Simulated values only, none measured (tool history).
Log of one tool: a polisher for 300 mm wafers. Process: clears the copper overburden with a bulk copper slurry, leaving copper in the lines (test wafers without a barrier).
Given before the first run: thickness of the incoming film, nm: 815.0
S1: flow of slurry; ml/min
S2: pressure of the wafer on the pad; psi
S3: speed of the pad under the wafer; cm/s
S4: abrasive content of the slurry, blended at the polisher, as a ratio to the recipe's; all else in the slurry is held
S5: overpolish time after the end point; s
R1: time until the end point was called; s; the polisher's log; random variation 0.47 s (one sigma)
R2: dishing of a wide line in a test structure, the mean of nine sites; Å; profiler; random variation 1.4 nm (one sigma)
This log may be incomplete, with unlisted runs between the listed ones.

run	hour	S1	S2	S3	S4	S5	R1	R2
1	0	240	2.7	104	1	24	84.185	909.76
2	3.5	240	2.9	104	1	25	78.31	983.31
3	8.7	240	3.1	104	1	26	74.349	1035
4	16.2	240	3.1	104	0.9	26	75.315	1041.2
5	18.3	240	3.4	104	0.9	26	68.787	1071.1
6	19.9	240	3.5	104	0.9	27	67.034	1136
7	27.9	240	3.6	104	0.9	27	64.826	1138.3

Forecast run 8:
8	33.8	240	3.7	104	0.9	28	?	?

R1: 62.982 s
R2: 1178.3 Å

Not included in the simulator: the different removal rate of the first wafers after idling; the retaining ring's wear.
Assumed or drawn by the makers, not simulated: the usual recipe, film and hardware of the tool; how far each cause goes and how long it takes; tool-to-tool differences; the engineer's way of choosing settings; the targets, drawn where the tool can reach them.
